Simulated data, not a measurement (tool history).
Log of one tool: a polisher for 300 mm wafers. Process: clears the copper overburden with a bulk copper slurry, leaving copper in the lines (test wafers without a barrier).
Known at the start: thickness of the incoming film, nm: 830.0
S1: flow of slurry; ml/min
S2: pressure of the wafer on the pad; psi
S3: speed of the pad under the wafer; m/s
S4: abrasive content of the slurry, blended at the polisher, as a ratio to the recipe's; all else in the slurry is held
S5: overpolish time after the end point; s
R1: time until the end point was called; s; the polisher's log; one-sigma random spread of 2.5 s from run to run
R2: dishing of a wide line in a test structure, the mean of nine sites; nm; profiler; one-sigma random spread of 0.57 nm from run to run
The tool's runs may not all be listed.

{"run": 1, "day": 0.0, "S1": 245, "S2": 1.9, "S3": 0.96, "S4": 1, "S5": 26, "R1": 132.9, "R2": 68.566}
{"run": 2, "day": 0.233, "S1": 305, "S2": 1.9, "S3": 0.96, "S4": 1, "S5": 26, "R1": 130.39, "R2": 71.368}
{"run": 3, "day": 0.562, "S1": 305, "S2": 1.9, "S3": 0.96, "S4": 1, "S5": 16, "R1": 129.72, "R2": 54.329}
{"run": 4, "day": 0.704, "S1": 270, "S2": 1.9, "S3": 0.96, "S4": 1, "S5": 16, "R1": 128.91, "R2": 55.277}
{"run": 5, "day": 0.788, "S1": 270, "S2": 1.6, "S3": 0.96, "S4": 1, "S5": 15, "R1": 152.75, "R2": 45.027}
{"run": 6, "day": 0.846, "S1": 270, "S2": 1.6, "S3": 0.96, "S4": 1, "S5": 8, "R1": 155.88, "R2": 28.557}
{"run": 7, "day": 0.946, "S1": 280, "S2": 1.6, "S3": 0.9, "S4": 1, "S5": 11, "R1": 164.82, "R2": 35.882}
{"run": 8, "day": 1.212, "S1": 285, "S2": 1.6, "S3": 0.86, "S4": 1, "S5": 13, "R1": 167.93, "R2": 38.208}
{"day": 1.467, "done": "worn pad replaced by a new one"}
{"run": 9, "day": 1.467, "S1": 285, "S2": 1.6, "S3": 0.82, "S4": 1, "S5": 14, "R1": 161.23, "R2": 42.162}

For run 10, what comes out?
{"run": 10, "day": 1.679, "S1": 275, "S2": 1.5, "S3": 0.76, "S4": 1, "S5": 14, "R1": "?", "R2": "?"}

R1: 178.8 s
R2: 37.899 nm
